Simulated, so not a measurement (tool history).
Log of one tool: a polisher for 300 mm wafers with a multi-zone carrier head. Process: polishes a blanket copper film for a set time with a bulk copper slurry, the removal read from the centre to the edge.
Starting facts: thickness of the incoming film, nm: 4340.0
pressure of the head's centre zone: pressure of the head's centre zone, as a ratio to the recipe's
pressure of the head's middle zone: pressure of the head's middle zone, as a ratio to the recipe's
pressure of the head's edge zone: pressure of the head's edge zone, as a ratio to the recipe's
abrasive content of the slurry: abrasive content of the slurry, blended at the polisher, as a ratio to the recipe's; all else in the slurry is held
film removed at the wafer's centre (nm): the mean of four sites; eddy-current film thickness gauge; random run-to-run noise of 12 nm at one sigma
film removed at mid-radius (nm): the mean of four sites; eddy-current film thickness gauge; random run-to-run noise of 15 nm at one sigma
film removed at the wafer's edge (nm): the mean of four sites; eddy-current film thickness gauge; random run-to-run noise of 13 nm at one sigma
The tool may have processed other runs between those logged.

run	hour	flow of slurry (ml/min)	pressure of the head's centre zone	pressure of the head's middle zone	pressure of the head's edge zone	abrasive content of the slurry	polishing time (s)	film removed at the wafer's centre (nm)	film removed at mid-radius (nm)	film removed at the wafer's edge (nm)
1	0.0	175	1.00	1.00	1.00	1.00	69	1089.9	1107.9	1020.9
2	7.5	185	1.01	1.04	1.05	1.15	71	1153.3	1211.2	1106.1
3	10.6	195	1.03	1.07	1.08	1.25	73	1251.0	1296.7	1191.1
4	18.7	195	0.96	1.07	1.08	1.25	73	1177.5	1277.9	1198.9
5	23.2	205	0.99	1.10	1.10	1.35	74	1234.7	1363.9	1257.7
6	29.2	215	1.02	1.12	1.11	1.40	74	1299.8	1395.0	1247.4

Run 7 has not been measured yet. What should we expect?
7	35.7	220	1.03	1.13	1.13	1.45	75	?	?	?

Run 7 gave film removed at the wafer's centre (nm) 1340.9, film removed at mid-radius (nm) 1431.5, film removed at the wafer's edge (nm) 1307.1.
